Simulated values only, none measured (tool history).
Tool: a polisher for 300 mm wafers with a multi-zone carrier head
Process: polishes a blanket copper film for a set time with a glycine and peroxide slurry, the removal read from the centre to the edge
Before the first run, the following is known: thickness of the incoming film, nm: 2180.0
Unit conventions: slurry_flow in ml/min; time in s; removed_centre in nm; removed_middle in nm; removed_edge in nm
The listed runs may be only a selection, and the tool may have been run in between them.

run  hour  slurry_flow  centre_zone  middle_zone  edge_zone  time  removed_centre  removed_middle  removed_edge
  1     0          255            1            1          1    47          211.26          212.45        209.04
  2   4.7          255            1            1       1.05    47          213.71          208.16         210.6
  3   6.6          270         1.02         0.99       1.07    48          222.16          211.36         212.5
  4   8.5          310         1.02         0.99       1.07    48           225.7          217.69        218.73
  5  15.2          310         1.02         0.99       1.12    48          227.05          216.34        224.65
  6  19.4          365         1.02         0.99       1.12    48          228.99          220.71        225.14

Run 7 is up next; what results do you expect?
  7    21          365         1.04         0.98       1.13    48               ?               ?             ?

removed_centre: 233.98 nm
removed_middle: 214.21 nm
removed_edge: 234.99 nm
